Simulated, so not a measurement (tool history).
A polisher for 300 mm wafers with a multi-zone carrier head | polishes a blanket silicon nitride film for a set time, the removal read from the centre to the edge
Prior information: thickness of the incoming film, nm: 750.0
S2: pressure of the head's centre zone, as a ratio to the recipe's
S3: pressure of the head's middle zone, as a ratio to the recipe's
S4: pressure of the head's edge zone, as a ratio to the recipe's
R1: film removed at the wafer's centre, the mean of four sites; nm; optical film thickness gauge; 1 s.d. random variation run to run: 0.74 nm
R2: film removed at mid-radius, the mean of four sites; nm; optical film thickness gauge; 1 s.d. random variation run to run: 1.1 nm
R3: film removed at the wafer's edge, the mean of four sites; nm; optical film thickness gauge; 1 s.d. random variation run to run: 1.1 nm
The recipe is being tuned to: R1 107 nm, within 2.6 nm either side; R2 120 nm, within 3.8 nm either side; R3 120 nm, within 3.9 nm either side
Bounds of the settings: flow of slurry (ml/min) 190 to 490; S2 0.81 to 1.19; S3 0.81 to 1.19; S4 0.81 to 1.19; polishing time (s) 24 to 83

{"run": 1, "hour": 0.0, "flow of slurry (ml/min)": 315, "S2": 1, "S3": 1, "S4": 1, "polishing time (s)": 53, "R1": 147.04, "R2": 152.65, "R3": 143.21}
{"run": 2, "hour": 7.9, "flow of slurry (ml/min)": 315, "S2": 1, "S3": 0.92, "S4": 1, "polishing time (s)": 53, "R1": 144.94, "R2": 141.64, "R3": 147.59}
{"run": 3, "hour": 12.4, "flow of slurry (ml/min)": 315, "S2": 1, "S3": 0.92, "S4": 1, "polishing time (s)": 47, "R1": 127.24, "R2": 128.6, "R3": 127.21}
{"run": 4, "hour": 18.3, "flow of slurry (ml/min)": 310, "S2": 0.98, "S3": 0.91, "S4": 0.99, "polishing time (s)": 47, "R1": 124.65, "R2": 127.67, "R3": 127.14}
{"run": 5, "hour": 27.1, "flow of slurry (ml/min)": 305, "S2": 0.96, "S3": 0.9, "S4": 0.98, "polishing time (s)": 47, "R1": 123.68, "R2": 128.79, "R3": 126.11}
{"run": 6, "hour": 30.7, "flow of slurry (ml/min)": 305, "S2": 0.96, "S3": 0.9, "S4": 0.98, "polishing time (s)": 54, "R1": 141.23, "R2": 144.26, "R3": 145.38}
{"run": 7, "hour": 36.3, "flow of slurry (ml/min)": 300, "S2": 0.94, "S3": 0.89, "S4": 0.98, "polishing time (s)": 53, "R1": 135.94, "R2": 141.88, "R3": 143.45}
{"run": 8, "hour": 42.8, "flow of slurry (ml/min)": 275, "S2": 0.84, "S3": 0.82, "S4": 0.88, "polishing time (s)": 44, "R1": 98.62, "R2": 110.67, "R3": 112.79}

5 next moves are on the table. One of them brings every result within its allowed miss. Which?
{"run": "A", "hour": 49.3, "flow of slurry (ml/min)": 245, "S2": 0.86, "S3": 0.84, "S4": 0.9, "polishing time (s)": 47, "R1": "?", "R2": "?", "R3": "?"}
{"run": "B", "hour": 49.3, "flow of slurry (ml/min)": 220, "S2": 0.99, "S3": 1.07, "S4": 0.82, "polishing time (s)": 42, "R1": "?", "R2": "?", "R3": "?"}
{"run": "C", "hour": 49.3, "flow of slurry (ml/min)": 230, "S2": 0.81, "S3": 0.81, "S4": 0.99, "polishing time (s)": 42, "R1": "?", "R2": "?", "R3": "?"}
{"run": "D", "hour": 49.3, "flow of slurry (ml/min)": 300, "S2": 0.83, "S3": 0.85, "S4": 0.88, "polishing time (s)": 40, "R1": "?", "R2": "?", "R3": "?"}
{"run": "E", "hour": 49.3, "flow of slurry (ml/min)": 250, "S2": 0.81, "S3": 0.81, "S4": 1.03, "polishing time (s)": 42, "R1": "?", "R2": "?", "R3": "?"}

move=A R1=107.06 R2=118.93 R3=119.08
move=B R1=108.44 R2=118.61 R3=100.66
move=C R1=89.145 R2=103.48 R3=110.56
move=D R1=90.354 R2=104.38 R3=102.2
move=E R1=90.323 R2=104.71 R3=113.71
A: every result lands within tolerance
B: puts the biggest miss on target and leaves a different result outside tolerance
C: the biggest miss grows against the last run
D: the biggest miss grows against the last run
E: the biggest miss grows against the last run
So the answer is move A, the one that meets all the targets.

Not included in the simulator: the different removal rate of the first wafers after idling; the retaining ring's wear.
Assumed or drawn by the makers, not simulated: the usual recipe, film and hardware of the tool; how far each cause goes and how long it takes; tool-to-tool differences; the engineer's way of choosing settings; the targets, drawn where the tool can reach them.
